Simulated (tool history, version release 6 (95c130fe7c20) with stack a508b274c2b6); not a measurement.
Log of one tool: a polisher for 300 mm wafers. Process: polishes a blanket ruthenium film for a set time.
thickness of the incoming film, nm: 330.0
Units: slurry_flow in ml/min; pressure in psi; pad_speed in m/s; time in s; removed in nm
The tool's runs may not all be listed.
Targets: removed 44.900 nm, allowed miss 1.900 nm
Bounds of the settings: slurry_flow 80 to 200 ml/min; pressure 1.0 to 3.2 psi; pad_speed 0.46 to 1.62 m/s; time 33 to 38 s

run,day,slurry_flow,pressure,pad_speed,time,removed
1,0.000,130,2.1,1.04,38,55.907
2,0.267,130,2.3,1.04,38,61.144
3,0.617,105,2.3,1.04,38,58.887
4,0.712,105,2.2,1.04,38,56.755
5,0.875,105,2.1,1.04,38,53.340
6,1.092,120,2.1,1.04,38,56.890
7,1.254,115,2.0,1.04,38,51.468
8,1.600,115,2.0,1.04,38,53.685

Which of these 4 next moves meets every target?
A,1.946,125,2.0,1.40,38,?
B,1.946,105,1.8,1.32,34,?
C,1.946,95,2.0,1.08,33,?
D,1.946,95,2.2,1.22,38,?

move,removed
A,70.369
B,52.519
C,44.280
D,61.938
A: further off than the last run
B: nearer than the last run, and not there yet
C: meets every target
D: further off than the last run
Answer: C
